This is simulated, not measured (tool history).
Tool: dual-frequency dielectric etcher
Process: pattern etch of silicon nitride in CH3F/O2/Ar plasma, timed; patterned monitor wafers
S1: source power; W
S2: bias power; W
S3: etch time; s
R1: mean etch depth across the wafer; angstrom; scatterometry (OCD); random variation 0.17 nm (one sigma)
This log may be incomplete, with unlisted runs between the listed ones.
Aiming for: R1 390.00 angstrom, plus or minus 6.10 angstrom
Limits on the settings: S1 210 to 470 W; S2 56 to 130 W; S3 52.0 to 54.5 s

run,hour,S1,S2,S3,R1
1,0.0,340,93,52.0,353.34
2,4.5,350,93,52.0,356.75
3,6.6,350,93,52.0,357.91
4,7.5,350,80,52.0,340.52
5,15.3,360,81,52.0,341.78
6,15.9,340,81,52.0,341.01
# hour 23.3: bias power generator calibrated
7,23.3,350,84,52.0,350.53
8,28.9,360,85,52.0,354.64

Pick the move, out of 5, that brings all results within their allowed miss; only one does.
A,34.5,400,89,54.5,?
B,34.5,340,95,52.5,?
C,34.5,370,72,52.0,?
D,34.5,390,77,52.0,?
E,34.5,330,97,53.5,?

move,R1
A,386.61
B,364.20
C,334.83
D,347.94
E,370.93
A: every result lands within tolerance
B: moves toward the targets from the last run without getting all of them in spec
C: the biggest miss grows against the last run
D: the biggest miss grows against the last run
E: moves toward the targets from the last run without getting all of them in spec
The move that meets every target is A.

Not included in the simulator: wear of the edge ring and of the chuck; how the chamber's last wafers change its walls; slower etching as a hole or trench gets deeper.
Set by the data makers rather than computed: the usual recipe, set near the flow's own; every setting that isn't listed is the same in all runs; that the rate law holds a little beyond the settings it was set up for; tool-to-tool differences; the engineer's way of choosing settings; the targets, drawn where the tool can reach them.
